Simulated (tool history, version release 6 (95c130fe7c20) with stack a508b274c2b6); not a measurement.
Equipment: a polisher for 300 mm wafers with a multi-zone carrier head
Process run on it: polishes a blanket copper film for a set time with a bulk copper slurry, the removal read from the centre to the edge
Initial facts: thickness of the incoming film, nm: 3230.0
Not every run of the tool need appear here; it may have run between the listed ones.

run,day,flow of slurry (ml/min),pressure of the head's centre zone,pressure of the head's middle zone,pressure of the head's edge zone,abrasive content of the slurry,polishing time (s),film removed at the wafer's centre (Å),film removed at mid-radius (Å),film removed at the wafer's edge (Å)
1,0.000,265,1.00,1.00,1.00,1.00,35,2910.5,2902.3,2967.5
2,0.138,285,1.03,1.03,1.05,1.05,35,3050.9,3034.0,3097.7
3,0.471,300,1.06,1.05,1.09,1.10,35,3106.8,3141.2,3156.4
4,0.846,300,1.06,1.05,1.09,1.10,41,3676.8,3665.7,3747.0
5,0.875,290,1.05,1.05,1.06,1.05,41,3627.5,3637.3,3628.4
6,1.117,290,1.00,1.05,1.06,1.05,41,3439.6,3565.4,3621.4
7,1.229,285,1.01,1.04,1.04,1.05,41,3526.5,3606.3,3576.8

What will run 8 give?
8,1.383,280,1.01,1.03,1.03,1.05,41,?,?,?

{"run 8": {"film removed at the wafer's centre (Å)": 3403.3, "film removed at mid-radius (Å)": 3558.9, "film removed at the wafer's edge (Å)": 3604.4}}
